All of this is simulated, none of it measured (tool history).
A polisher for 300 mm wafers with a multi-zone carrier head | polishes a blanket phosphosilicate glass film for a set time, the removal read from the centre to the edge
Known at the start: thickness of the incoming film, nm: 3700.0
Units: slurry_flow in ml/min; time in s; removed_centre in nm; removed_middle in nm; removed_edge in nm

run,day,slurry_flow,centre_zone,middle_zone,edge_zone,slurry_solids,time,removed_centre,removed_middle,removed_edge
1,0,185,1,1,1,1,58,360.55,380.41,386.43
2,0.112,185,1,1,1,1,64,404.26,426.92,419
3,0.217,175,0.97,1,0.96,0.85,61,349.74,376.19,362.82
4,0.412,165,0.93,1,0.95,0.75,59,307.67,347.49,337.51
5,0.712,130,0.93,1,0.95,0.75,59,300.21,333.02,331.52
6,0.812,150,0.93,1,0.95,0.75,59,303.47,343.55,333.29
7,0.929,180,0.84,0.96,0.88,0.5,51,209.62,244.8,248.03

Run 8 comes next. What will it give?
8,1.129,185,0.85,0.98,0.89,0.5,51,?,?,?

{"run 8": {"removed_centre": 207.59, "removed_middle": 257.92, "removed_edge": 249.24}}

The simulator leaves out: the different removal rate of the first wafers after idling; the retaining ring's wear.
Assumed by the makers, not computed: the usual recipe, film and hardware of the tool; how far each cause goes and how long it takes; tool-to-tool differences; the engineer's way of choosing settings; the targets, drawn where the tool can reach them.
